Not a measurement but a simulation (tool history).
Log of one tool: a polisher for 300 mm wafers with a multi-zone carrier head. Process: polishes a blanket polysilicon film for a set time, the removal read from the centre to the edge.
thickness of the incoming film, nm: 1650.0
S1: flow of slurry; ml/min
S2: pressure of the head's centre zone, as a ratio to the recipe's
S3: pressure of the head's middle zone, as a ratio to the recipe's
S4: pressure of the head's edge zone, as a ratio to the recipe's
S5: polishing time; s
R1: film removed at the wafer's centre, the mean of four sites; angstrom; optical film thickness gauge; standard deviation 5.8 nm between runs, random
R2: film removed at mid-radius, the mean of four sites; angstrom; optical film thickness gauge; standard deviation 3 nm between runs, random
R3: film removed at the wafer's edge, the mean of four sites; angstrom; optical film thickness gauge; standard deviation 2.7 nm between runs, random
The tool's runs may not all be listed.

{"run": 1, "hour": 0.0, "S1": 155, "S2": 1, "S3": 1, "S4": 1, "S5": 57, "R1": 2761.8, "R2": 2740.7, "R3": 2789.8}
{"run": 2, "hour": 8.8, "S1": 155, "S2": 1, "S3": 1, "S4": 1, "S5": 69, "R1": 3354.6, "R2": 3347, "R3": 3337.2}
{"run": 3, "hour": 16.1, "S1": 155, "S2": 1, "S3": 1, "S4": 1, "S5": 59, "R1": 2852.9, "R2": 2809.2, "R3": 2876.8}
{"run": 4, "hour": 23.1, "S1": 155, "S2": 1, "S3": 1, "S4": 1, "S5": 68, "R1": 3308.2, "R2": 3292.2, "R3": 3288.9}
{"run": 5, "hour": 27.3, "S1": 135, "S2": 1, "S3": 1, "S4": 1, "S5": 68, "R1": 3169.6, "R2": 3154.8, "R3": 3232.5}
{"run": 6, "hour": 28.0, "S1": 135, "S2": 1, "S3": 1, "S4": 0.96, "S5": 68, "R1": 3180.3, "R2": 3172.8, "R3": 3135.4}
{"run": 7, "hour": 34.5, "S1": 155, "S2": 1.03, "S3": 0.99, "S4": 1.01, "S5": 69, "R1": 3407, "R2": 3335, "R3": 3373.8}
{"run": 8, "hour": 38.1, "S1": 170, "S2": 1.06, "S3": 0.95, "S4": 1.03, "S5": 70, "R1": 3682.7, "R2": 3264.9, "R3": 3496}
{"run": 9, "hour": 44.9, "S1": 180, "S2": 1.08, "S3": 0.95, "S4": 1.06, "S5": 71, "R1": 3842.7, "R2": 3381, "R3": 3591.5}
{"run": 10, "hour": 47.8, "S1": 190, "S2": 1.09, "S3": 0.94, "S4": 1.08, "S5": 72, "R1": 4097.5, "R2": 3414.3, "R3": 3745.8}

For run 11, what comes out?
{"run": 11, "hour": 48.9, "S1": 200, "S2": 1.09, "S3": 0.94, "S4": 1.1, "S5": 73, "R1": "?", "R2": "?", "R3": "?"}

{"run 11": {"R1": 4153.6, "R2": 3485.3, "R3": 3810.4}}
